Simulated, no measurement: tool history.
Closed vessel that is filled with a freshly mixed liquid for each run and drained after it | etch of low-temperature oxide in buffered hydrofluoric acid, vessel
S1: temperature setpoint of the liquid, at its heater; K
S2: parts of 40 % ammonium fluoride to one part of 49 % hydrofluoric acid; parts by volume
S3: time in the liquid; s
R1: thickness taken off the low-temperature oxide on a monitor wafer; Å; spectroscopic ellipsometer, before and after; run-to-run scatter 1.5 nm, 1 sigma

{"run": 1, "hour": 0.0, "S1": 294.15, "S2": 12.5, "S3": 100, "R1": 3295.6}
{"run": 2, "hour": 8.7, "S1": 293.65, "S2": 12.5, "S3": 100, "R1": 3236.6}
{"run": 3, "hour": 16.5, "S1": 293.15, "S2": 12.5, "S3": 100, "R1": 3140.8}
{"run": 4, "hour": 21.1, "S1": 292.65, "S2": 12.5, "S3": 100, "R1": 3074.0}
{"run": 5, "hour": 25.6, "S1": 292.15, "S2": 12.5, "S3": 100, "R1": 2967.1}
{"run": 6, "hour": 32.4, "S1": 292.15, "S2": 15.0, "S3": 100, "R1": 2455.5}

What does the tool deliver on the next run?
{"run": 7, "hour": 38.9, "S1": 292.65, "S2": 15.0, "S3": 100, "R1": "?"}

Run 7 came out at R1 2530.8 Å.
